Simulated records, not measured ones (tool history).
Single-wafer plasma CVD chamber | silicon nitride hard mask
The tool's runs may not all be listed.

run	hour	heater temperature setpoint (K)	chamber pressure (mTorr)	RF power (W)	deposition time (s)	mean film thickness on the monitor wafer (nm)
1	0	688.15	1540	245	28.5	27.082
2	3.8	688.15	1540	225	28.5	25.863
3	11.8	688.15	1540	225	27.2	24.613
4	19.8	688.15	1400	225	27.2	23.77
5	28.6	688.15	1440	225	27.2	23.924
6	35.2	688.15	1440	225	27.2	24.194

The next listed run, before its measurement:
7	36.8	688.15	1470	225	27.2	?

{"run 7": {"mean film thickness on the monitor wafer (nm)": 24.143}}
